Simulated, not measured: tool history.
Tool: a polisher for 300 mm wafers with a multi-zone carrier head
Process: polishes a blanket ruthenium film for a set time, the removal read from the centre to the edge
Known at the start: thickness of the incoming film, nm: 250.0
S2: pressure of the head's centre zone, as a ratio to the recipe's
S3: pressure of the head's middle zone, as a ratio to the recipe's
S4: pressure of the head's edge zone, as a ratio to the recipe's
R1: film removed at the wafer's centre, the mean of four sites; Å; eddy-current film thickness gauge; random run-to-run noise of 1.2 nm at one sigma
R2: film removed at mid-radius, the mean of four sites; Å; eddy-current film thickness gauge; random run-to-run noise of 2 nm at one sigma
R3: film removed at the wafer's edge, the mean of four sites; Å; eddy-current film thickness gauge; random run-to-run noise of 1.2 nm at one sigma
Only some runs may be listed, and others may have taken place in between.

Run 1, hour 0.0: flow of slurry (ml/min) 225, S2 1.00, S3 1.00, S4 1.00, polishing time (s) 82. Result: R1 878.88 Å, R2 868.66 Å, R3 898.3 Å.
Run 2, hour 5.9: flow of slurry (ml/min) 225, S2 1.00, S3 1.00, S4 1.00, polishing time (s) 95. Result: R1 1030.70 Å, R2 1015.00 Å, R3 1064.4 Å.
Run 3, hour 13.6: flow of slurry (ml/min) 225, S2 1.00, S3 1.00, S4 0.97, polishing time (s) 95. Result: R1 1013.50 Å, R2 1007.80 Å, R3 1020.9 Å.
Run 4, hour 15.1: flow of slurry (ml/min) 225, S2 1.00, S3 1.03, S4 0.97, polishing time (s) 95. Result: R1 1024.40 Å, R2 1037.60 Å, R3 1048.2 Å.
Run 5, hour 19.4: flow of slurry (ml/min) 225, S2 1.00, S3 0.98, S4 0.97, polishing time (s) 95. Result: R1 1028.60 Å, R2 981.79 Å, R3 1033.7 Å.
At hour 27.7: slurry nozzle cleaned.
Run 6, hour 27.7: flow of slurry (ml/min) 245, S2 1.06, S3 1.02, S4 0.97, polishing time (s) 98. Result: R1 1189.90 Å, R2 1136.10 Å, R3 1122.1 Å.
Run 7, hour 30.2: flow of slurry (ml/min) 270, S2 1.08, S3 1.03, S4 0.96, polishing time (s) 98. Result: R1 1222.90 Å, R2 1201.30 Å, R3 1111.6 Å.
Run 8, hour 33.5: flow of slurry (ml/min) 280, S2 1.11, S3 1.03, S4 0.98, polishing time (s) 98. Result: R1 1274.00 Å, R2 1187.00 Å, R3 1145.8 Å.
Run 9, hour 41.8: flow of slurry (ml/min) 290, S2 1.13, S3 1.04, S4 0.98, polishing time (s) 98. Result: R1 1302.40 Å, R2 1214.50 Å, R3 1140.7 Å.
Run 10, hour 46.2: flow of slurry (ml/min) 300, S2 1.15, S3 1.05, S4 0.99, polishing time (s) 99. Result: R1 1358.40 Å, R2 1252.70 Å, R3 1146.9 Å.
Run 11, hour 50.7: flow of slurry (ml/min) 305, S2 1.15, S3 1.05, S4 1.00, polishing time (s) 100. Result: R1 1393.10 Å, R2 1213.90 Å, R3 1170.9 Å.
Run 12, hour 56.0: flow of slurry (ml/min) 305, S2 1.15, S3 1.06, S4 0.99, polishing time (s) 101. Result: R1 1370.40 Å, R2 1270.80 Å, R3 1169.0 Å.
Run 13, hour 62.6: flow of slurry (ml/min) 305, S2 1.16, S3 1.06, S4 0.99, polishing time (s) 102. Result: R1 1420.70 Å, R2 1235.80 Å, R3 1196.1 Å.

The next listed run, before its measurement:
Run 14, hour 66.6: flow of slurry (ml/min) 315, S2 1.16, S3 1.06, S4 0.98, polishing time (s) 102. Result: R1 ?, R2 ?, R3 ?.

{"run 14": {"R1": 1420.4, "R2": 1237.1, "R3": 1193.9}}

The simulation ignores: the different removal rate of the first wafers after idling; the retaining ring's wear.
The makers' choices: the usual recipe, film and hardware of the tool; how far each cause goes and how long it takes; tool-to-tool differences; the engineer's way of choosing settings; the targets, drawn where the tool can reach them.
